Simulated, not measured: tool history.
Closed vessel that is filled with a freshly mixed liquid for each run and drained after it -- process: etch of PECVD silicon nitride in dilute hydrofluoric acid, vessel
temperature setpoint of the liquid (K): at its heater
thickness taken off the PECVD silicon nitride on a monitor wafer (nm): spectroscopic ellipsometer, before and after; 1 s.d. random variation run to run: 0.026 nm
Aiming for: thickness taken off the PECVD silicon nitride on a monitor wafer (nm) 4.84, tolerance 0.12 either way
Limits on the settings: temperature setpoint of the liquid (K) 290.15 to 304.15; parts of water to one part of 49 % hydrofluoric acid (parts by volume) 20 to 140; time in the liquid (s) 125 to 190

run  hour  temperature setpoint of the liquid (K)  parts of water to one part of 49 % hydrofluoric acid (parts by volume)  time in the liquid (s)  thickness taken off the PECVD silicon nitride on a monitor wafer (nm)
  1     0                                  296.15                                                                      75                     190                                                                 6.9514
  2   7.1                                  295.15                                                                      75                     190                                                                 6.5873
  3  11.3                                  294.15                                                                      75                     190                                                                  6.166
  4  13.6                                  294.15                                                                      75                     190                                                                 6.1371
  5  20.7                                  294.15                                                                      75                     190                                                                 6.1429
  6  23.2                                  294.15                                                                      50                     190                                                                 9.0531
  7  25.1                                  290.15                                                                      80                     190                                                                 4.3136
  8  30.6                                  292.15                                                                      80                     190                                                                 5.0611

Of the 5 settings listed for the next run, only one would bring every result within its allowed miss of target. Which one?
  A  36.1                                  290.65                                                                      70                     180                                                                      ?
  B  36.1                                  294.15                                                                      70                     160                                                                      ?
  C  36.1                                  293.15                                                                      85                     190                                                                      ?
  D  36.1                                  295.15                                                                      75                     155                                                                      ?
  E  36.1                                  293.15                                                                      80                     190                                                                      ?

move  thickness taken off the PECVD silicon nitride on a monitor wafer (nm)
   A                                                                 4.8596
   B                                                                 5.5076
   C                                                                 5.0527
   D                                                                 5.3395
   E                                                                 5.3603
A: meets every target
B: the biggest miss grows against the last run
C: about as far from the targets as the last run
D: the biggest miss grows against the last run
E: the biggest miss grows against the last run
A is the move that brings every result within its allowed miss.

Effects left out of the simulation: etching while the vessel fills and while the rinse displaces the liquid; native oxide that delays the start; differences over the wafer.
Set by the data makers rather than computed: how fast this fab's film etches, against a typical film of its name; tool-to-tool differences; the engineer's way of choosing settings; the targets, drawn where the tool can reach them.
